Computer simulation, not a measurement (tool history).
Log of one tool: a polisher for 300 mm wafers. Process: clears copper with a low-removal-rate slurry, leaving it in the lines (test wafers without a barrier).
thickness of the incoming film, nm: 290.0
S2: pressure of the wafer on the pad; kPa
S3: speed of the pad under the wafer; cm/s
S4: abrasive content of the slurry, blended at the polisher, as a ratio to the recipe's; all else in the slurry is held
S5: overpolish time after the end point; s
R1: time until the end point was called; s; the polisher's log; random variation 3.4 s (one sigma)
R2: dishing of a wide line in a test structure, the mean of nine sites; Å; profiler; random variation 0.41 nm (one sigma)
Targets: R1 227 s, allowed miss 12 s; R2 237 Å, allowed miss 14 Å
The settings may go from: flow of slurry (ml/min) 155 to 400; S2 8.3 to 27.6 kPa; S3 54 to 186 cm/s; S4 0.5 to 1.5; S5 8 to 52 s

run 1 hour=0 | flow_of_slurry_(ml/min)=255 S2=17.9 S3=118 S4=1 S5=26 | R1=106.85 R2=258.03
run 2 hour=5 | flow_of_slurry_(ml/min)=255 S2=17.9 S3=106 S4=1 S5=26 | R1=118.58 R2=245.89
run 3 hour=6.5 | flow_of_slurry_(ml/min)=255 S2=15.2 S3=102 S4=1 S5=31 | R1=139.98 R2=244.03
run 4 hour=15.3 | flow_of_slurry_(ml/min)=255 S2=15.2 S3=102 S4=1 S5=20 | R1=144.77 R2=197.25
run 5 hour=16.8 | flow_of_slurry_(ml/min)=255 S2=13.1 S3=98 S4=1 S5=27 | R1=164.69 R2=209.12
run 6 hour=23.6 | flow_of_slurry_(ml/min)=255 S2=13.1 S3=86 S4=1 S5=27 | R1=194.49 R2=197.94
run 7 hour=30.7 | flow_of_slurry_(ml/min)=255 S2=13.1 S3=86 S4=1 S5=27 | R1=195.47 R2=198.27
run 8 hour=39.2 | flow_of_slurry_(ml/min)=255 S2=12.4 S3=84 S4=1 S5=32 | R1=211.96 R2=197.41
run 9 hour=45.8 | flow_of_slurry_(ml/min)=255 S2=12.4 S3=84 S4=1 S5=37 | R1=200.89 R2=218.91
run 10 hour=53 | flow_of_slurry_(ml/min)=255 S2=11.7 S3=84 S4=1 S5=40 | R1=218.44 R2=228.98

5 next moves are on the table. One of them brings every result within its allowed miss. Which?
run A hour=60.2 | flow_of_slurry_(ml/min)=290 S2=13.1 S3=82 S4=1.15 S5=34 | R1=? R2=?
run B hour=60.2 | flow_of_slurry_(ml/min)=215 S2=10.3 S3=92 S4=0.75 S5=40 | R1=? R2=?
run C hour=60.2 | flow_of_slurry_(ml/min)=305 S2=11 S3=86 S4=1.05 S5=35 | R1=? R2=?
run D hour=60.2 | flow_of_slurry_(ml/min)=285 S2=13.1 S3=68 S4=1.15 S5=47 | R1=? R2=?
run E hour=60.2 | flow_of_slurry_(ml/min)=275 S2=11.7 S3=82 S4=0.9 S5=38 | R1=? R2=?

move=A R1=195.07 R2=217.18
move=B R1=244.99 R2=207.38
move=C R1=221.03 R2=205.34
move=D R1=233.56 R2=230.7
move=E R1=228.93 R2=210.82
A: further off than the last run
B: takes the result that was furthest off past its target
C: brings the result that was furthest off to its target, and leaves another outside
D: meets every target
E: brings the result that was furthest off to its target, and leaves another outside
Move D is the one to make.
